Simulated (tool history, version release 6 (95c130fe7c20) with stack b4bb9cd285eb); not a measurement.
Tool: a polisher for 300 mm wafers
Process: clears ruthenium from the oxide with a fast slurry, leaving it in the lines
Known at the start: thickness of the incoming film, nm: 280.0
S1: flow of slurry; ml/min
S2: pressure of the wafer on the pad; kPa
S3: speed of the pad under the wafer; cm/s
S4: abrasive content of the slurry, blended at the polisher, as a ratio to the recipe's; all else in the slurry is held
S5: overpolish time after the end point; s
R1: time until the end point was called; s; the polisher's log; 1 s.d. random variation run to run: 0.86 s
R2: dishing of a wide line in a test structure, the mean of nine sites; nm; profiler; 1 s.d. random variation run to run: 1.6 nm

run,hour,S1,S2,S3,S4,S5,R1,R2
1,0,240,22.8,78,1,24,63.421,77.356
2,4.5,240,21.4,78,1,27,65.639,78.255
3,10.1,240,21.4,78,1,23,66.353,71.215
4,12.7,240,20,78,1,27,68.98,74.528
5,17.3,240,20,98,1,27,57.364,86.977
6,19.1,210,20,98,1,27,56.55,89.255
7,24.9,210,20,98,1,27,56.633,84.237

The next listed run, before its measurement:
8,27.5,215,17.9,96,1,30,?,?

{"run 8": {"R1": 64.291, "R2": 86.385}}
